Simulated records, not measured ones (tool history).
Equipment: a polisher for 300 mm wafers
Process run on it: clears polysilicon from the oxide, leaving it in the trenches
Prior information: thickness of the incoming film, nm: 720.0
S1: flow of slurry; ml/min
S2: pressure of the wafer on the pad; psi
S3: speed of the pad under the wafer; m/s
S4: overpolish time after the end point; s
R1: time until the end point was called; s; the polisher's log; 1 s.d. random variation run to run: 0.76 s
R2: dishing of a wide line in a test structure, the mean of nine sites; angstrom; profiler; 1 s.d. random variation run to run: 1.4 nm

run 1 hour=0.0 | S1=255 S2=2.3 S3=0.98 S4=13 | R1=57.978 R2=743.55
run 2 hour=8.3 | S1=295 S2=2.3 S3=0.98 S4=13 | R1=56.664 R2=715.83
run 3 hour=10.9 | S1=295 S2=2.2 S3=0.98 S4=13 | R1=59.779 R2=719.34
run 4 hour=19.7 | S1=295 S2=2.2 S3=1.20 S4=13 | R1=48.472 R2=739.49
run 5 hour=23.8 | S1=295 S2=2.2 S3=1.42 S4=13 | R1=41.633 R2=795.41
run 6 hour=25.1 | S1=295 S2=2.7 S3=1.42 S4=13 | R1=34.382 R2=794.85
run 7 hour=33.7 | S1=295 S2=2.5 S3=1.40 S4=12 | R1=37.203 R2=792.21
run 8 hour=35.1 | S1=300 S2=2.3 S3=1.38 S4=11 | R1=40.507 R2=754.18
run 9 hour=36.8 | S1=300 S2=2.1 S3=1.36 S4=10 | R1=44.941 R2=717.36
run 10 hour=38.5 | S1=300 S2=1.9 S3=1.36 S4=10 | R1=49.280 R2=684.75
run 11 hour=46.4 | S1=300 S2=1.9 S3=1.36 S4=10 | R1=49.445 R2=676.20
run 12 hour=51.9 | S1=300 S2=1.9 S3=1.36 S4=10 | R1=50.496 R2=712.23
run 13 hour=52.8 | S1=300 S2=1.8 S3=1.36 S4=9 | R1=52.563 R2=634.31
run 14 hour=54.9 | S1=295 S2=1.7 S3=1.36 S4=9 | R1=55.020 R2=651.97
run 15 hour=61.8 | S1=290 S2=1.6 S3=1.36 S4=9 | R1=58.268 R2=615.14
run 16 hour=66.5 | S1=280 S2=1.6 S3=1.36 S4=10 | R1=59.020 R2=642.92

What does the tool deliver on the next run?
run 17 hour=70.4 | S1=280 S2=1.6 S3=1.36 S4=10 | R1=? R2=?

R1: 60.223 s
R2: 640.86 angstrom
